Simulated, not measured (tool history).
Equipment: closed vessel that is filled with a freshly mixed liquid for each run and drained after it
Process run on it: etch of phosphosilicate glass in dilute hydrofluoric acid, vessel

run  hour  temperature setpoint of the liquid (K)  parts of water to one part of 49 % hydrofluoric acid (parts by volume)  time in the liquid (s)  thickness taken off the phosphosilicate glass on a monitor wafer (Å)
  1     0                                  298.15                                                                     195                      95                                                                846.26
  2   3.2                                  296.15                                                                     195                      95                                                                791.87
  3    10                                  294.65                                                                     195                      95                                                                740.59
  4  11.8                                  293.15                                                                     195                      95                                                                705.26
  5  19.7                                  294.65                                                                     190                      95                                                                779.71
  6  27.6                                  294.65                                                                     190                      95                                                                770.94
  7  35.1                                  296.15                                                                     185                      95                                                                831.77
  8  39.1                                  297.15                                                                     180                      95                                                                899.67

Expected results for the next run?
  9  45.2                                  298.15                                                                     175                      95                                                                     ?

Run 9 measured thickness taken off the phosphosilicate glass on a monitor wafer (Å) 960.63.
